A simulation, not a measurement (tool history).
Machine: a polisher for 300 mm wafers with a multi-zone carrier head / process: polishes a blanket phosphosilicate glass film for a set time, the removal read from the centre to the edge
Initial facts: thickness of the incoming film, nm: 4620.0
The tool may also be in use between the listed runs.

run,hour,flow of slurry (ml/min),pressure of the head's centre zone,pressure of the head's middle zone,pressure of the head's edge zone,abrasive content of the slurry,polishing time (s),film removed at the wafer's centre (nm),film removed at mid-radius (nm),film removed at the wafer's edge (nm)
1,0.0,290,1.00,1.00,1.00,1.00,90,495.90,491.40,493.97
2,5.2,285,0.99,0.97,0.99,0.90,84,438.42,427.89,434.12
3,12.0,285,0.99,0.93,0.99,0.90,84,440.67,412.42,437.79
4,20.4,285,0.99,0.93,1.03,0.90,84,437.11,411.14,449.48
5,21.7,280,0.98,0.91,1.02,0.80,79,385.55,363.07,395.44
6,23.9,280,0.98,0.91,1.02,0.95,79,434.61,389.27,431.49

For run 7, what comes out?
7,26.1,275,0.98,0.89,1.01,0.85,75,?,?,?

film removed at the wafer's centre (nm): 377.18
film removed at mid-radius (nm): 344.05
film removed at the wafer's edge (nm): 387.08

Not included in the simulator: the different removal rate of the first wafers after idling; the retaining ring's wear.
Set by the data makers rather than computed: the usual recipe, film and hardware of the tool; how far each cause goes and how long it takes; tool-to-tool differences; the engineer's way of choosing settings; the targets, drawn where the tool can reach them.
